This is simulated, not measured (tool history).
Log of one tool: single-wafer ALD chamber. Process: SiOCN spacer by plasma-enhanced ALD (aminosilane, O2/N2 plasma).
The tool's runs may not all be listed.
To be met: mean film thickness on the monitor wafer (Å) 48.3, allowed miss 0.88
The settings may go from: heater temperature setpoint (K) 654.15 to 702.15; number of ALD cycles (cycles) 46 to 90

run,hour,heater temperature setpoint (K),number of ALD cycles (cycles),mean film thickness on the monitor wafer (Å)
1,0,678.15,68,42.93
2,5.7,678.15,59,37.311
3,8,687.15,59,36.321
4,9.5,687.15,66,40.593
5,16.1,678.15,66,41.781
6,18.5,678.15,56,35.787
7,24.2,675.15,59,37.662
8,26.9,673.15,62,39.552
9,35.8,672.15,64,40.941
10,43.5,671.15,66,41.958
11,47.4,670.15,68,43.023
12,53.1,670.15,70,44.861
13,59.8,669.15,71,45.029
# hour 68.4: thermocouple changed; heater temperature recalibrated
14,68.4,669.15,72,45.656

4 next moves are on the table. One of them brings every result within its allowed miss. Which?
A,77,672.15,69,?
B,77,668.15,66,?
C,77,673.15,74,?
D,77,676.15,77,?

move,mean film thickness on the monitor wafer (Å)
A,43.228
B,41.349
C,46.361
D,47.839
A: further off than the last run
B: further off than the last run
C: nearer than the last run, and not there yet
D: meets every target
Answer: D
